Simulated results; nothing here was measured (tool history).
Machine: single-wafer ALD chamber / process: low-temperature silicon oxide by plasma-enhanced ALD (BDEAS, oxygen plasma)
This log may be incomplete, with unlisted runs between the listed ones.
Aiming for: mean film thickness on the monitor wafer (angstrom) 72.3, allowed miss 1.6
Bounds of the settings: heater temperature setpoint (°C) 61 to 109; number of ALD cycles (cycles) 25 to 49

| run | day | heater temperature setpoint (°C) | number of ALD cycles (cycles) | mean film thickness on the monitor wafer (angstrom) |
|---|---|---|---|---|
| 1 | 0 | 85 | 37 | 57.44 |
| 2 | 0.325 | 85 | 33 | 51.08 |
| 3 | 0.625 | 80 | 33 | 52.278 |
| 4 | 0.8 | 85 | 33 | 51.254 |
| 5 | 0.829 | 82 | 35 | 54.859 |
| 6 | 0.942 | 80 | 36 | 56.935 |
| 7 | 1.046 | 78 | 37 | 59.254 |
| 8 | 1.133 | 76 | 38 | 61.432 |
| 9 | 1.196 | 74 | 39 | 63.527 |
|  | 1.379 | thermocouple changed; heater temperature recalibrated |
| 10 | 1.379 | 73 | 40 | 66.642 |
| 11 | 1.725 | 72 | 40 | 66.844 |
| 12 | 1.904 | 71 | 40 | 66.757 |
| 13 | 2.054 | 70 | 40 | 67.322 |
| 14 | 2.367 | 69 | 40 | 67.478 |
| 15 | 2.475 | 68 | 40 | 67.473 |
| 16 | 2.696 | 67 | 40 | 68.529 |

Consider the 5 candidate settings below. Which is the only one whose results all fall within their allowed miss of target?
| A | 2.917 | 67 | 41 | ? |
| B | 2.917 | 75 | 44 | ? |
| C | 2.917 | 83 | 42 | ? |
| D | 2.917 | 63 | 39 | ? |
| E | 2.917 | 66 | 44 | ? |

| move | mean film thickness on the monitor wafer (angstrom) |
|---|---|
| A | 69.599 |
| B | 72.512 |
| C | 67.135 |
| D | 67.17 |
| E | 74.964 |
A: an improvement on the last run, though not all results are within tolerance
B: in spec on every target
C: further off than the last run
D: further off than the last run
E: moves the result that the last run missed by most past its target, out the other side
Answer: B

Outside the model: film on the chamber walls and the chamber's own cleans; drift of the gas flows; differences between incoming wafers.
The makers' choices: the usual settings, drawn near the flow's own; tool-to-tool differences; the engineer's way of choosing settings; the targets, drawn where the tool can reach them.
